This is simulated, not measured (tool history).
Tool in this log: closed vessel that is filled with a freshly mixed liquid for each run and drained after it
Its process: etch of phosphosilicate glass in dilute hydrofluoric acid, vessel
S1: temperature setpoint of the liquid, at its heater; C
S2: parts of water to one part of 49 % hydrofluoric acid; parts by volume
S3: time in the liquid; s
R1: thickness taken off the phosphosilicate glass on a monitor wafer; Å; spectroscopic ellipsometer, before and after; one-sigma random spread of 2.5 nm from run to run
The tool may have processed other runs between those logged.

Run 1, hour 0.0: S1 24.0 C, S2 120 parts by volume, S3 90 s. Result: R1 1530.7 Å.
Run 2, hour 1.4: S1 25.0 C, S2 110 parts by volume, S3 90 s. Result: R1 1745.8 Å.
Run 3, hour 5.1: S1 25.5 C, S2 105 parts by volume, S3 90 s. Result: R1 1906.4 Å.
Run 4, hour 9.9: S1 26.0 C, S2 100 parts by volume, S3 90 s. Result: R1 2058.4 Å.
Run 5, hour 11.9: S1 23.0 C, S2 100 parts by volume, S3 90 s. Result: R1 1818.1 Å.
Run 6, hour 19.7: S1 24.0 C, S2 95 parts by volume, S3 90 s. Result: R1 1994.0 Å.
Run 7, hour 22.2: S1 24.0 C, S2 95 parts by volume, S3 90 s. Result: R1 1999.7 Å.
Run 8, hour 23.2: S1 25.0 C, S2 90 parts by volume, S3 90 s. Result: R1 2208.8 Å.
Run 9, hour 29.3: S1 29.0 C, S2 50 parts by volume, S3 90 s. Result: R1 4948.3 Å.
Run 10, hour 30.8: S1 28.5 C, S2 50 parts by volume, S3 90 s. Result: R1 4833.6 Å.
Run 11, hour 38.3: S1 24.5 C, S2 50 parts by volume, S3 90 s. Result: R1 4074.3 Å.
At hour 45.4: hydrofluoric acid flow meter replaced.
Run 12, hour 45.4: S1 25.0 C, S2 50 parts by volume, S3 90 s. Result: R1 3975.9 Å.

Forecast run 13:
Run 13, hour 51.4: S1 25.5 C, S2 50 parts by volume, S3 90 s. Result: R1 ?.

Run 13 gave R1 4062.4 Å.

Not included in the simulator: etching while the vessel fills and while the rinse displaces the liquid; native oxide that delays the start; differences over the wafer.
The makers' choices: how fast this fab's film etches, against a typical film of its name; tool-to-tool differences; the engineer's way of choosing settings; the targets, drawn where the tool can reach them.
